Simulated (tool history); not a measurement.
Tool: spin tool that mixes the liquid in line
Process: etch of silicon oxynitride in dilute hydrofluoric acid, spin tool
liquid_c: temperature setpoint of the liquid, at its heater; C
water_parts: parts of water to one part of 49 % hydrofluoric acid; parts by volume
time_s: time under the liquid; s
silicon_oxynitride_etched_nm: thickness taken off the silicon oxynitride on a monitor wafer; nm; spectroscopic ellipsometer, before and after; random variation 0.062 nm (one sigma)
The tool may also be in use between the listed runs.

{"run": 1, "hour": 0.0, "liquid_c": 25.0, "water_parts": 240, "time_s": 295, "silicon_oxynitride_etched_nm": 2.1385}
{"run": 2, "hour": 8.3, "liquid_c": 26.5, "water_parts": 220, "time_s": 295, "silicon_oxynitride_etched_nm": 2.5295}
{"run": 3, "hour": 12.5, "liquid_c": 26.5, "water_parts": 220, "time_s": 315, "silicon_oxynitride_etched_nm": 2.5599}
{"run": 4, "hour": 17.7, "liquid_c": 27.5, "water_parts": 200, "time_s": 315, "silicon_oxynitride_etched_nm": 3.0894}
{"run": 5, "hour": 19.6, "liquid_c": 25.0, "water_parts": 200, "time_s": 315, "silicon_oxynitride_etched_nm": 2.7812}
{"run": 6, "hour": 24.4, "liquid_c": 26.5, "water_parts": 190, "time_s": 315, "silicon_oxynitride_etched_nm": 3.1658}

Forecast run 7:
{"run": 7, "hour": 28.4, "liquid_c": 26.5, "water_parts": 190, "time_s": 315, "silicon_oxynitride_etched_nm": "?"}

silicon_oxynitride_etched_nm: 3.2155 nm

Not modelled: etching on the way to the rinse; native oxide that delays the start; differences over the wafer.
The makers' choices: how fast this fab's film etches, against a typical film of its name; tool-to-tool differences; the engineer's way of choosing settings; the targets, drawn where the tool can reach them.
